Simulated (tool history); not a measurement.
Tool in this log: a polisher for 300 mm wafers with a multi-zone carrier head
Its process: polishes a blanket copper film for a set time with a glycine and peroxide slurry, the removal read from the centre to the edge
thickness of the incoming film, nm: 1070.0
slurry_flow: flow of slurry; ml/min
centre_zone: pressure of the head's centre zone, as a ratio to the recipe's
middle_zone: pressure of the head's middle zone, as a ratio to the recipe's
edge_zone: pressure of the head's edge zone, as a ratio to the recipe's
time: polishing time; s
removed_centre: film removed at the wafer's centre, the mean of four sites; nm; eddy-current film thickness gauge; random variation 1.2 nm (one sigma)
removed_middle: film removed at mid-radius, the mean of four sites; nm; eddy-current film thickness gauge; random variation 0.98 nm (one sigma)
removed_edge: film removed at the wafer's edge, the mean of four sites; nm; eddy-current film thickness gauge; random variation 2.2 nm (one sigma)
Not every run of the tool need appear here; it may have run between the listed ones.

run	hour	slurry_flow	centre_zone	middle_zone	edge_zone	time	removed_centre	removed_middle	removed_edge
1	0.0	310	1.00	1.00	1.00	35	261.64	278.62	267.27
2	4.1	300	0.98	0.95	0.97	31	227.86	234.48	235.81
3	7.2	300	0.93	0.95	0.97	31	213.17	235.37	238.11
4	9.0	295	0.93	0.92	0.94	29	199.30	213.81	218.94
5	12.0	295	0.85	0.92	0.94	29	182.24	214.12	213.80
6	18.8	290	0.87	0.89	0.91	27	175.15	192.89	201.10

Predict the results of run 7:
7	25.4	290	0.87	0.89	0.91	27	?	?	?

Logged for run 7: removed_centre 174.25 nm, removed_middle 192.12 nm, removed_edge 199.97 nm.
